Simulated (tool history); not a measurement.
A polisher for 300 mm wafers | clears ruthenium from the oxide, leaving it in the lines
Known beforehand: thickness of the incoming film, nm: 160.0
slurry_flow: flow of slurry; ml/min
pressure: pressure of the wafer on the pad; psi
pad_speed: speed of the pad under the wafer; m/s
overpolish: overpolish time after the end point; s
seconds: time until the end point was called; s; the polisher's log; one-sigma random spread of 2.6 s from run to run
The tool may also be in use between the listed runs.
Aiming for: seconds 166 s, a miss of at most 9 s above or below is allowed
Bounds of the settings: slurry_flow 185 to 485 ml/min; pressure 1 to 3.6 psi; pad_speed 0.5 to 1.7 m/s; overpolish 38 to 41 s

run  hour  slurry_flow  pressure  pad_speed  overpolish  seconds
  1     0          310       2.3        1.1          38   104.81
  2   3.7          340       2.3        1.1          38   105.31
  3   8.1          340       2.3       0.88          38   123.49
  4  15.8          340       2.3       0.88          41   122.67
  5  16.5          270       2.3       0.88          41   128.48
     17.9  -- slurry nozzle cleaned
  6  17.9          270       2.2       0.88          41   129.04
  7  19.3          270       2.1       0.88          41   138.93
  8  27.9          270         2       0.88          41   144.18

Exercise: of the 5 proposed moves below, exactly one satisfies all targets within the stated allowed misses. Which move is it?
  A  36.5          230       2.2       0.64          41        ?
  B  36.5          245       1.7       0.78          38        ?
  C  36.5          260       1.7       1.22          41        ?
  D  36.5          230       2.1       0.92          38        ?
  E  36.5          235         2       0.64          38        ?

move  seconds
   A   172.33
   B   188.47
   C   129.42
   D   135.08
   E   188.68
A: meets every target
B: moves the result that the last run missed by most past its target, out the other side
C: moves away from the targets compared with the last run
D: moves away from the targets compared with the last run
E: moves the result that the last run missed by most past its target, out the other side
Correct choice: A, which meets every target

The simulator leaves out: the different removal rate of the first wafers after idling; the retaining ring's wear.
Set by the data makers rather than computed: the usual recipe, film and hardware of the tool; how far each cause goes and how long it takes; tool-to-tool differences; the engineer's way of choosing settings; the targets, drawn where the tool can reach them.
